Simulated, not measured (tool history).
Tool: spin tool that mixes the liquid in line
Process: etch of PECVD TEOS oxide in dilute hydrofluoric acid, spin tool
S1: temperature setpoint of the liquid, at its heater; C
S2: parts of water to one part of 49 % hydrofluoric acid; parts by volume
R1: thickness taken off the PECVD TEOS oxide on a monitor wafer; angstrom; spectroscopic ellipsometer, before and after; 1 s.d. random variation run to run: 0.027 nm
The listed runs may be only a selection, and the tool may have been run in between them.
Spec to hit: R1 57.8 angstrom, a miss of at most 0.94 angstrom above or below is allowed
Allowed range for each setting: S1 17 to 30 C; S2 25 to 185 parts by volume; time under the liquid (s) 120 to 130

{"run": 1, "hour": 0.0, "S1": 22, "S2": 105, "time under the liquid (s)": 120, "R1": 109.48}
{"run": 2, "hour": 2.7, "S1": 22, "S2": 85, "time under the liquid (s)": 120, "R1": 137.7}
{"run": 3, "hour": 8.4, "S1": 22, "S2": 70, "time under the liquid (s)": 120, "R1": 172.06}
{"run": 4, "hour": 10.0, "S1": 22, "S2": 70, "time under the liquid (s)": 130, "R1": 184.13}
{"run": 5, "hour": 17.8, "S1": 25, "S2": 70, "time under the liquid (s)": 130, "R1": 209.08}
{"run": 6, "hour": 24.2, "S1": 26.5, "S2": 70, "time under the liquid (s)": 130, "R1": 219.86}
{"run": 7, "hour": 25.7, "S1": 25, "S2": 85, "time under the liquid (s)": 130, "R1": 167.93}
{"run": 8, "hour": 32.3, "S1": 23.5, "S2": 95, "time under the liquid (s)": 130, "R1": 139.91}
{"run": 9, "hour": 41.3, "S1": 22.5, "S2": 105, "time under the liquid (s)": 130, "R1": 122.14}
{"run": 10, "hour": 46.7, "S1": 21.5, "S2": 115, "time under the liquid (s)": 130, "R1": 104.92}
{"run": 11, "hour": 51.0, "S1": 20.5, "S2": 120, "time under the liquid (s)": 130, "R1": 95.864}
{"run": 12, "hour": 54.8, "S1": 17, "S2": 160, "time under the liquid (s)": 130, "R1": 59.794}

Exactly one of the 4 candidate moves below puts every result within its allowed miss. Which one?
{"run": "A", "hour": 58.6, "S1": 17, "S2": 165, "time under the liquid (s)": 125, "R1": "?"}
{"run": "B", "hour": 58.6, "S1": 17, "S2": 160, "time under the liquid (s)": 125, "R1": "?"}
{"run": "C", "hour": 58.6, "S1": 17, "S2": 145, "time under the liquid (s)": 120, "R1": "?"}
{"run": "D", "hour": 58.6, "S1": 18, "S2": 170, "time under the liquid (s)": 125, "R1": "?"}

move=A R1=55.555
move=B R1=57.555
move=C R1=61.823
move=D R1=55.925
A: moves the result that the last run missed by most past its target, out the other side
B: hits every target within its allowed miss
C: its largest miss is bigger than the last run's
D: moves the result that the last run missed by most past its target, out the other side
Correct choice: B, which meets every target
